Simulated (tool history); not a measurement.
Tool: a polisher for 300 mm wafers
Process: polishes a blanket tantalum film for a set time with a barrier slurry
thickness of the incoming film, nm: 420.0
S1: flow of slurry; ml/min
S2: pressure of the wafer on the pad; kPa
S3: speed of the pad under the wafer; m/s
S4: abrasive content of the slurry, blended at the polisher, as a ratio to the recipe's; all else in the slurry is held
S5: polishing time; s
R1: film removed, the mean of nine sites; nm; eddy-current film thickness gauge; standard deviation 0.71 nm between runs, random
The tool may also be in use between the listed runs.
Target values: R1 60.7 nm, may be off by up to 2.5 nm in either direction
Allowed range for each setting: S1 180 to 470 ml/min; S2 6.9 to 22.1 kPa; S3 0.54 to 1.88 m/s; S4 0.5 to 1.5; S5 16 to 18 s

run,hour,S1,S2,S3,S4,S5,R1
1,0,300,14.5,1.2,1,18,30.986
2,1.5,300,13.1,1.2,1,18,28.735
3,2.8,300,13.1,1.2,1,16,25.593
4,3.8,300,15.2,1.28,1,16,30.754
5,12.3,300,11.7,1.28,1,16,24.305
6,17,300,13.1,1.28,1,16,27.083
7,18.6,300,15.2,1.36,1,16,32.807
8,21.9,300,19.3,1.64,1.05,16,51.494

Consider the 5 candidate settings below. Which is the only one whose results all fall within their allowed miss of target?
A,25.2,340,19.3,1.88,1.1,18,?
B,25.2,240,20,1.7,1.35,16,?
C,25.2,315,17.9,1.78,1.05,17,?
D,25.2,340,20.7,1.86,0.85,17,?
E,25.2,290,17.9,1.48,1.2,16,?

move,R1
A,66.426
B,56.659
C,54.382
D,61.677
E,43.959
A: takes the result that was furthest off past its target
B: closer than the last run, but not yet in spec
C: closer than the last run, but not yet in spec
D: in spec on every target
E: further off than the last run
Move D is the one to make.
